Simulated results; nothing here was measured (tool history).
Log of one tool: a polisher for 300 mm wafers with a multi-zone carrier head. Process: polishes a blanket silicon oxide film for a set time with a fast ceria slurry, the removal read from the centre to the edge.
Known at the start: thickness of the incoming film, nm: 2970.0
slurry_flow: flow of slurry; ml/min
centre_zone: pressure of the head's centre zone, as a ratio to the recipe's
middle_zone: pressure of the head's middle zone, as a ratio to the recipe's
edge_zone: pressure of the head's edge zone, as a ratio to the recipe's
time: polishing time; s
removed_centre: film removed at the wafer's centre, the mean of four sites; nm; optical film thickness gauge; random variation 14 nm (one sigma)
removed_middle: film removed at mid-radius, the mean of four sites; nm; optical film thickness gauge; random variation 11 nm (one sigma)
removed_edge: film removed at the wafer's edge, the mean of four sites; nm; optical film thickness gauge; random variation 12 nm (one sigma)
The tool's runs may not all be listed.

| run | hour | slurry_flow | centre_zone | middle_zone | edge_zone | time | removed_centre | removed_middle | removed_edge |
|---|---|---|---|---|---|---|---|---|---|
| 1 | 0.0 | 235 | 1.00 | 1.00 | 1.00 | 59 | 841.04 | 862.19 | 846.47 |
| 2 | 0.8 | 240 | 1.01 | 1.02 | 1.03 | 61 | 918.52 | 882.67 | 891.40 |
| 3 | 7.9 | 240 | 1.09 | 1.02 | 1.03 | 61 | 983.42 | 897.58 | 877.02 |
| 4 | 13.4 | 240 | 1.06 | 1.05 | 1.04 | 63 | 995.38 | 945.63 | 894.61 |
| 5 | 17.1 | 240 | 1.06 | 1.05 | 0.99 | 63 | 974.20 | 964.40 | 909.42 |
| 6 | 22.9 | 265 | 1.06 | 1.05 | 0.99 | 63 | 973.01 | 936.22 | 918.29 |
| 7 | 28.6 | 270 | 1.04 | 1.06 | 0.98 | 65 | 989.23 | 1001.60 | 921.04 |
| 8 | 31.6 | 270 | 1.02 | 1.05 | 0.99 | 67 | 1016.90 | 1022.40 | 959.94 |
| 9 | 33.0 | 270 | 1.00 | 1.04 | 0.99 | 69 | 1023.80 | 1039.30 | 995.42 |
| 10 | 34.7 | 270 | 1.00 | 1.04 | 0.99 | 69 | 1032.70 | 1050.70 | 976.79 |

Run 11 comes next. What will it give?
| 11 | 39.3 | 275 | 0.97 | 1.02 | 1.00 | 71 | ? | ? | ? |

removed_centre: 1002.20 nm
removed_middle: 1074.80 nm
removed_edge: 1019.80 nm
